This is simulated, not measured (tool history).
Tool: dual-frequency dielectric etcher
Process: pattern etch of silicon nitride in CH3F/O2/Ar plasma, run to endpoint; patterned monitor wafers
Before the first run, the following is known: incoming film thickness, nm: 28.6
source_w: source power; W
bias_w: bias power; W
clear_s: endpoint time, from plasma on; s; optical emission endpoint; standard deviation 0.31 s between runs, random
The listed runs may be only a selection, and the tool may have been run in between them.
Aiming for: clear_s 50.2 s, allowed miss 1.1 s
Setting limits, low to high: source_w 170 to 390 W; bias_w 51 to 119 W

run	hour	source_w	bias_w	clear_s
1	0	280	85	43.119
2	6.2	280	72	46.072
3	12.5	260	71	46.927
4	20.6	250	69	48.139
5	26.5	250	83	44.918
6	35.4	230	80	46.751
7	38.7	220	79	47.094
8	42.5	170	72	52.623
9	46.2	180	73	51.582

Exactly one of the 5 candidate moves below puts every result within its allowed miss. Which one?
A	49.9	170	76	?
B	49.9	170	75	?
C	49.9	180	71	?
D	49.9	200	73	?
E	49.9	180	70	?

move	clear_s
A	51.871
B	52.17
C	52.568
D	50.386
E	52.892
A: misses by more than the last run did
B: misses by more than the last run did
C: misses by more than the last run did
D: in spec on every target
E: misses by more than the last run did
D meets every target.
